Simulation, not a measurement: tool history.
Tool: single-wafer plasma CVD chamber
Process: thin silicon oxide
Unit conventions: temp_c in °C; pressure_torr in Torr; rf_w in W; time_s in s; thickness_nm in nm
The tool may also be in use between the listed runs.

| run | hour | temp_c | pressure_torr | rf_w | time_s | thickness_nm |
|---|---|---|---|---|---|---|
| 1 | 0 | 380 | 0.999 | 295 | 5.8 | 14.785 |
| 2 | 4.8 | 388 | 0.999 | 295 | 5.8 | 14.683 |
| 3 | 12.4 | 388 | 0.999 | 295 | 5.8 | 14.61 |
| 4 | 15 | 390 | 0.952 | 285 | 5.77 | 13.596 |
| 5 | 15.7 | 390 | 0.912 | 280 | 5.75 | 12.902 |
| 6 | 23.1 | 390 | 0.876 | 275 | 5.74 | 11.985 |

What does the tool deliver on the next run?
| 7 | 27.2 | 390 | 0.676 | 260 | 5.71 | ? |

{"run 7": {"thickness_nm": 7.9543}}

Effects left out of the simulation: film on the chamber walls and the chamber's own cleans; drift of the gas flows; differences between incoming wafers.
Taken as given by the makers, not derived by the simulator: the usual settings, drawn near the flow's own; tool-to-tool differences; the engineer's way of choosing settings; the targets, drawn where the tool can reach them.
